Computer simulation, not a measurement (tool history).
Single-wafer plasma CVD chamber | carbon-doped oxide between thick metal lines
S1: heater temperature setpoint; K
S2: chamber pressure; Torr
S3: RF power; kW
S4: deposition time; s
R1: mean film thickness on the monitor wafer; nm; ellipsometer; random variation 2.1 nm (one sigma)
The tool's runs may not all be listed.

Run 1, hour 0.0: S1 603.15 K, S2 5.78 Torr, S3 0.490 kW, S4 194 s. Result: R1 974.84 nm.
Run 2, hour 5.8: S1 607.15 K, S2 5.36 Torr, S3 0.475 kW, S4 194 s. Result: R1 934.36 nm.
Run 3, hour 13.9: S1 611.15 K, S2 5.00 Torr, S3 0.465 kW, S4 194 s. Result: R1 906.45 nm.
Run 4, hour 15.1: S1 611.15 K, S2 4.01 Torr, S3 0.465 kW, S4 194 s. Result: R1 883.45 nm.
Run 5, hour 23.8: S1 614.15 K, S2 3.89 Torr, S3 0.455 kW, S4 194 s. Result: R1 864.75 nm.
Run 6, hour 32.7: S1 614.15 K, S2 3.89 Torr, S3 0.455 kW, S4 201 s. Result: R1 893.49 nm.
Run 7, hour 33.6: S1 626.15 K, S2 3.47 Torr, S3 0.390 kW, S4 201 s. Result: R1 784.20 nm.

Forecast run 8:
Run 8, hour 42.6: S1 625.15 K, S2 3.50 Torr, S3 0.390 kW, S4 201 s. Result: R1 ?.

{"run 8": {"R1": 789.35}}
